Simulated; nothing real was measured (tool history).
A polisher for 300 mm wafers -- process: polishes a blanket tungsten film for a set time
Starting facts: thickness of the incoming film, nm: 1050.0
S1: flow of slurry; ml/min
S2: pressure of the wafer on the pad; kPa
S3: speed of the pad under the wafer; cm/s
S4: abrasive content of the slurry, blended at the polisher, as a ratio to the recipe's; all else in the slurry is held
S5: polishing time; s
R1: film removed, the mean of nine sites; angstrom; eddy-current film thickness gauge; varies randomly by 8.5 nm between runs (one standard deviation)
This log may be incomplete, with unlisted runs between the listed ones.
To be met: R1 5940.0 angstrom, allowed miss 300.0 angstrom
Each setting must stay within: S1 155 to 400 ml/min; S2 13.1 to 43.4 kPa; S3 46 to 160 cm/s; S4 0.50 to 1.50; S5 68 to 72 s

run	day	S1	S2	S3	S4	S5	R1
1	0.000	255	28.3	102	1.00	68	3015.6
2	0.333	255	31.7	102	1.00	68	3406.1
3	0.392	255	31.7	124	1.00	68	4025.8
4	0.488	255	33.1	124	1.00	68	4224.3
5	0.629	255	33.8	124	1.00	68	4342.8
6	0.921	255	34.5	124	1.00	68	4454.9
# day 1.000: worn pad replaced by a new one
7	1.000	255	35.2	124	1.00	68	4778.7
8	1.308	255	35.9	124	1.00	68	4899.0
9	1.625	255	36.5	124	1.00	68	4977.0
10	1.829	255	37.2	124	1.00	68	5025.5
11	1.942	255	37.9	124	1.00	68	5142.7
12	2.267	255	37.9	124	1.00	68	5159.0
13	2.412	255	37.9	124	1.00	68	4975.9

Pick the move, out of 5, that brings all results within their allowed miss; only one does.
A	2.558	250	35.9	114	0.95	68	?
B	2.558	255	41.4	122	0.90	68	?
C	2.558	200	43.4	122	1.25	68	?
D	2.558	275	37.9	122	1.00	70	?
E	2.558	255	35.9	124	1.15	71	?

move	R1
A	4408.9
B	5334.4
C	5998.0
D	5224.2
E	5262.0
A: its largest miss is bigger than the last run's
B: gains on the last run, yet a result remains outside its allowed miss
C: hits every target within its allowed miss
D: gains on the last run, yet a result remains outside its allowed miss
E: gains on the last run, yet a result remains outside its allowed miss
So the answer is move C, the one that meets all the targets.
